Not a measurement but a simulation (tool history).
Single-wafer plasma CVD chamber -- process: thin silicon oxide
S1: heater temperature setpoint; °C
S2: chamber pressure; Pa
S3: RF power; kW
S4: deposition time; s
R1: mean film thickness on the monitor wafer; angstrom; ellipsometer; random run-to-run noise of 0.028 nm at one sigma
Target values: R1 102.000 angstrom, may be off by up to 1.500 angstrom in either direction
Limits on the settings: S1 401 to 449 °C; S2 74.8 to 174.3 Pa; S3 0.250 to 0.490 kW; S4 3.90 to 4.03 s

{"run": 1, "hour": 0.0, "S1": 425, "S2": 124.5, "S3": 0.37, "S4": 3.9, "R1": 89.167}
{"run": 2, "hour": 3.6, "S1": 421, "S2": 124.5, "S3": 0.37, "S4": 3.9, "R1": 88.976}
{"run": 3, "hour": 11.9, "S1": 421, "S2": 139.6, "S3": 0.37, "S4": 3.9, "R1": 96.99}
{"run": 4, "hour": 17.8, "S1": 421, "S2": 140.9, "S3": 0.37, "S4": 3.9, "R1": 97.48}
{"run": 5, "hour": 19.1, "S1": 421, "S2": 121.1, "S3": 0.37, "S4": 3.9, "R1": 87.292}
{"run": 6, "hour": 26.8, "S1": 421, "S2": 125.3, "S3": 0.37, "S4": 3.9, "R1": 89.335}
{"run": 7, "hour": 32.3, "S1": 421, "S2": 128.9, "S3": 0.37, "S4": 3.9, "R1": 91.571}
{"run": 8, "hour": 36.4, "S1": 421, "S2": 131.9, "S3": 0.37, "S4": 3.9, "R1": 93.258}
{"run": 9, "hour": 43.7, "S1": 421, "S2": 134.3, "S3": 0.37, "S4": 3.9, "R1": 94.318}
{"run": 10, "hour": 50.0, "S1": 421, "S2": 136.4, "S3": 0.37, "S4": 3.9, "R1": 95.898}

Consider the 5 candidate settings below. Which is the only one whose results all fall within their allowed miss of target?
{"run": "A", "hour": 56.3, "S1": 422, "S2": 143.6, "S3": 0.39, "S4": 4.03, "R1": "?"}
{"run": "B", "hour": 56.3, "S1": 424, "S2": 154.5, "S3": 0.36, "S4": 3.99, "R1": "?"}
{"run": "C", "hour": 56.3, "S1": 411, "S2": 159.7, "S3": 0.36, "S4": 3.91, "R1": "?"}
{"run": "D", "hour": 56.3, "S1": 414, "S2": 135.9, "S3": 0.43, "S4": 3.9, "R1": "?"}
{"run": "E", "hour": 56.3, "S1": 403, "S2": 141.3, "S3": 0.405, "S4": 4.03, "R1": "?"}

move=A R1=104.440
move=B R1=104.430
move=C R1=105.600
move=D R1=102.370
move=E R1=106.650
A: pushes the last run's worst result past its target
B: pushes the last run's worst result past its target
C: pushes the last run's worst result past its target
D: every result lands within tolerance
E: pushes the last run's worst result past its target
Move D is the one to make.
